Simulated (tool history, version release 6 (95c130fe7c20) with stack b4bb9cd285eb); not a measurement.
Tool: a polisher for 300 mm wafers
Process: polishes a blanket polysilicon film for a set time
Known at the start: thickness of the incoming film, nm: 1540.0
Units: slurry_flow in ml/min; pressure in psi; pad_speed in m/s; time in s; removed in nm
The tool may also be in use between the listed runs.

run,hour,slurry_flow,pressure,pad_speed,time,removed
1,0,235,2.6,0.78,50,310.1
2,3.1,235,2.7,0.78,50,316.87
3,7.3,235,2.8,0.78,50,326.23
4,14.3,235,2.8,0.78,53,347.28
5,22.1,180,2.8,0.78,53,334.91
6,24.5,180,2.8,0.66,53,284.35
7,26.6,190,2.9,0.66,53,288.52
8,30.1,195,3,0.66,53,295.16

The next listed run, before its measurement:
9,35.1,200,3.1,0.66,53,?

removed: 310.02 nm

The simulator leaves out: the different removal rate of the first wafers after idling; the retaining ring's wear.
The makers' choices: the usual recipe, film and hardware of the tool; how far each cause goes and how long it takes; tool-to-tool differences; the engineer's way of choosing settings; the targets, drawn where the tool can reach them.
